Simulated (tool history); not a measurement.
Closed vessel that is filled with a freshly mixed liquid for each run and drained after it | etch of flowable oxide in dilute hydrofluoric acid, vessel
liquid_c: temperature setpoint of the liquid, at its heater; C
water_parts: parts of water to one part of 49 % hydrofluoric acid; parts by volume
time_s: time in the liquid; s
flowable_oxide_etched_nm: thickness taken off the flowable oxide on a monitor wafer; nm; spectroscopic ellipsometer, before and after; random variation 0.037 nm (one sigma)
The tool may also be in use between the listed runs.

run  hour  liquid_c  water_parts  time_s  flowable_oxide_etched_nm
  1     0        26          140      30                      8.58
  2   9.1      25.5          140      30                    8.4735
  3  12.7        25          140      30                    8.3044
  4  16.6        25          140      30                    8.2562
  5  19.1        25          140      30                    8.2696
  6    26        25          140      30                    8.3414

The next listed run, before its measurement:
  7  33.3      24.5          140      30                         ?

Run 7 gave flowable_oxide_etched_nm 8.0849 nm.
